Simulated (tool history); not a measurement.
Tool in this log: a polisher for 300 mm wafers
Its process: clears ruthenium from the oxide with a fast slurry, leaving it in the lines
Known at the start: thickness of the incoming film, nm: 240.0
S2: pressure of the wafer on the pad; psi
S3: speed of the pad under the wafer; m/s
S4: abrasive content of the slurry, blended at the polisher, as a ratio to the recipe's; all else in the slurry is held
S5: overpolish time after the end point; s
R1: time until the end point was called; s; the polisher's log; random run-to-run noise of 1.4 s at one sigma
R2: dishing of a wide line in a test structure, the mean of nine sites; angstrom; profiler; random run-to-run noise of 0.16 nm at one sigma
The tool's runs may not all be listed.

run 1 hour=0 | flow_of_slurry_(ml/min)=275 S2=3.2 S3=0.8 S4=1 S5=24 | R1=78.966 R2=567.02
run 2 hour=4.9 | flow_of_slurry_(ml/min)=275 S2=2.9 S3=0.74 S4=1 S5=20 | R1=89.42 R2=433.14
run 3 hour=11.7 | flow_of_slurry_(ml/min)=275 S2=2.9 S3=0.64 S4=1 S5=20 | R1=104.9 R2=391.99
run 4 hour=17.2 | flow_of_slurry_(ml/min)=225 S2=2.9 S3=0.64 S4=1 S5=20 | R1=107.52 R2=376.32
run 5 hour=21.9 | flow_of_slurry_(ml/min)=225 S2=2.9 S3=0.64 S4=1 S5=25 | R1=105.08 R2=470.68
run 6 hour=27.7 | flow_of_slurry_(ml/min)=210 S2=2.5 S3=0.7 S4=0.9 S5=21 | R1=107.63 R2=393.92
run 7 hour=30 | flow_of_slurry_(ml/min)=200 S2=2.2 S3=0.66 S4=1.05 S5=18 | R1=117.4 R2=309.85
run 8 hour=31.2 | flow_of_slurry_(ml/min)=165 S2=1.4 S3=0.48 S4=1.3 S5=7 | R1=187.55 R2=86.412
run 9 hour=39.3 | flow_of_slurry_(ml/min)=180 S2=1.6 S3=0.48 S4=1.3 S5=7 | R1=173.38 R2=88.263
run 10 hour=42.3 | flow_of_slurry_(ml/min)=180 S2=1.8 S3=0.48 S4=1.25 S5=7 | R1=170.36 R2=93.332
run 11 hour=46.3 | flow_of_slurry_(ml/min)=180 S2=2 S3=0.48 S4=1.2 S5=7 | R1=160.94 R2=93.82
run 12 hour=47.1 | flow_of_slurry_(ml/min)=195 S2=2.1 S3=0.48 S4=1.15 S5=7 | R1=159.13 R2=97.565
run 13 hour=50.2 | flow_of_slurry_(ml/min)=240 S2=2.5 S3=0.48 S4=1.1 S5=11 | R1=143.63 R2=163.51
run 14 hour=55.7 | flow_of_slurry_(ml/min)=225 S2=2.5 S3=0.48 S4=1.15 S5=11 | R1=143.99 R2=165.49
run 15 hour=64.6 | flow_of_slurry_(ml/min)=215 S2=2.4 S3=0.48 S4=1.15 S5=10 | R1=148.44 R2=147.91

The next listed run, before its measurement:
run 16 hour=71.5 | flow_of_slurry_(ml/min)=215 S2=2.4 S3=0.48 S4=1.15 S5=10 | R1=? R2=?

R1: 146.76 s
R2: 144.99 angstrom
